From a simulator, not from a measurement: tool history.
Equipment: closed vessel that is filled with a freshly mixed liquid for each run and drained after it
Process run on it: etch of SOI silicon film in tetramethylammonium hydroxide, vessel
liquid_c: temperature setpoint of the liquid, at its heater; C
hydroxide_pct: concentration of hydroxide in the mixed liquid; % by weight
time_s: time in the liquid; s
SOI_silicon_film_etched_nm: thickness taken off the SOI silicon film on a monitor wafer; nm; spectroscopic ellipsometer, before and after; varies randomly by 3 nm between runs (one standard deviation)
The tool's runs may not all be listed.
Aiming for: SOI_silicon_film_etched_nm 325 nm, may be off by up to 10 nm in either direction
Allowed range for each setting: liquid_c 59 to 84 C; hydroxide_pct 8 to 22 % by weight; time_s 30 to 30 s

Run 1, hour 0: liquid_c 72 C, hydroxide_pct 15 % by weight, time_s 30 s. Result: SOI_silicon_film_etched_nm 212.02 nm.
Run 2, hour 6.4: liquid_c 72 C, hydroxide_pct 15 % by weight, time_s 30 s. Result: SOI_silicon_film_etched_nm 213.99 nm.
Run 3, hour 9.1: liquid_c 67.5 C, hydroxide_pct 15 % by weight, time_s 30 s. Result: SOI_silicon_film_etched_nm 165.58 nm.
Run 4, hour 13: liquid_c 67.5 C, hydroxide_pct 15 % by weight, time_s 30 s. Result: SOI_silicon_film_etched_nm 164.83 nm.
Run 5, hour 21.7: liquid_c 69 C, hydroxide_pct 15 % by weight, time_s 30 s. Result: SOI_silicon_film_etched_nm 179.11 nm.
Run 6, hour 26.1: liquid_c 70 C, hydroxide_pct 15 % by weight, time_s 30 s. Result: SOI_silicon_film_etched_nm 189.7 nm.
Run 7, hour 31.6: liquid_c 71 C, hydroxide_pct 15 % by weight, time_s 30 s. Result: SOI_silicon_film_etched_nm 203.55 nm.
Run 8, hour 35.7: liquid_c 72 C, hydroxide_pct 15 % by weight, time_s 30 s. Result: SOI_silicon_film_etched_nm 214.69 nm.
Run 9, hour 43.3: liquid_c 78.5 C, hydroxide_pct 14.5 % by weight, time_s 30 s. Result: SOI_silicon_film_etched_nm 312.52 nm.

Next run, 4 choices. One meets every target within its allowed miss, the rest don't. Which?
Run A, hour 50.9: liquid_c 77.5 C, hydroxide_pct 16 % by weight, time_s 30 s. Result: SOI_silicon_film_etched_nm ?.
Run B, hour 50.9: liquid_c 80.5 C, hydroxide_pct 14.5 % by weight, time_s 30 s. Result: SOI_silicon_film_etched_nm ?.
Run C, hour 50.9: liquid_c 82 C, hydroxide_pct 18.5 % by weight, time_s 30 s. Result: SOI_silicon_film_etched_nm ?.
Run D, hour 50.9: liquid_c 78.5 C, hydroxide_pct 14 % by weight, time_s 30 s. Result: SOI_silicon_film_etched_nm ?.

move  SOI_silicon_film_etched_nm
   A                      286.13
   B                         352
   C                      347.56
   D                      320.79
A: its largest miss is bigger than the last run's
B: moves the result that the last run missed by most past its target, out the other side
C: moves the result that the last run missed by most past its target, out the other side
D: every result lands within tolerance
Move D is the one to make.
